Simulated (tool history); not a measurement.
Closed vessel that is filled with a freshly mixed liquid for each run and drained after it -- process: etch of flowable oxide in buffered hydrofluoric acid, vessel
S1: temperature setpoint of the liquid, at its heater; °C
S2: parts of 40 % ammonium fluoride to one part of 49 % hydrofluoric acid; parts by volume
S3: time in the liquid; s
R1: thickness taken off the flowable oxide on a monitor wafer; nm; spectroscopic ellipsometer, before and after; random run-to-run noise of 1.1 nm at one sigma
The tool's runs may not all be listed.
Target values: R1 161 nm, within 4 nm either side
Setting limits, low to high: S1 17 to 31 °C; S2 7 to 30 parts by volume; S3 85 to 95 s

| run | day | S1 | S2 | S3 | R1 |
|---|---|---|---|---|---|
| 1 | 0 | 23 | 20 | 85 | 104.03 |
| 2 | 0.079 | 25.5 | 20 | 85 | 117.18 |
| 3 | 0.238 | 25.5 | 20 | 85 | 119.06 |
| 4 | 0.521 | 25.5 | 20 | 95 | 130.13 |
| 5 | 0.804 | 25.5 | 25.5 | 95 | 111.25 |
| 6 | 0.842 | 27 | 24.5 | 95 | 126.16 |
| 7 | 0.962 | 28.5 | 24 | 95 | 136.18 |
| 8 | 1.321 | 31 | 22 | 95 | 165.78 |

Of the 4 settings listed for the next run, only one would bring every result within its allowed miss of target. Which one?
| A | 1.679 | 31 | 21 | 95 | ? |
| B | 1.679 | 31 | 23 | 95 | ? |
| C | 1.679 | 30 | 22 | 90 | ? |
| D | 1.679 | 31 | 20.5 | 95 | ? |

| move | R1 |
|---|---|
| A | 170.65 |
| B | 160.38 |
| C | 148.58 |
| D | 173.49 |
A: misses by more than the last run did
B: every result lands within tolerance
C: takes the biggest miss from the last run beyond its target
D: misses by more than the last run did
So the answer is move B, the one that meets all the targets.

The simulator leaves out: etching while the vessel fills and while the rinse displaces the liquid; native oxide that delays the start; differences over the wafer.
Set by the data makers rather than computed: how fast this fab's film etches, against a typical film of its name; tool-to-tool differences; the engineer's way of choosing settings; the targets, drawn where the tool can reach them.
